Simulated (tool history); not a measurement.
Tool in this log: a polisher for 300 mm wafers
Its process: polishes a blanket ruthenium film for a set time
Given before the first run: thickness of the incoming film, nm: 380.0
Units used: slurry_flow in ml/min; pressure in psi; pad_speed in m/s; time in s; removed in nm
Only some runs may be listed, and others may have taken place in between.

| run | hour | slurry_flow | pressure | pad_speed | time | removed |
|---|---|---|---|---|---|---|
| 1 | 0.0 | 135 | 1.8 | 1.1 | 119 | 162.190 |
| 2 | 7.2 | 125 | 1.5 | 1.1 | 119 | 131.380 |
| 3 | 9.4 | 140 | 1.5 | 1.1 | 119 | 136.060 |
| 4 | 11.4 | 125 | 1.3 | 1.1 | 119 | 115.820 |
| 5 | 17.8 | 125 | 1.3 | 1.1 | 119 | 115.520 |
| 6 | 23.3 | 125 | 1.0 | 1.1 | 119 | 90.679 |
| 7 | 24.3 | 130 | 1.0 | 1.1 | 119 | 91.257 |
| 8 | 30.3 | 135 | 1.0 | 1.1 | 119 | 90.770 |

Forecast run 9:
| 9 | 35.6 | 145 | 1.1 | 1.1 | 119 | ? |

{"run 9": {"removed": 101.7}}
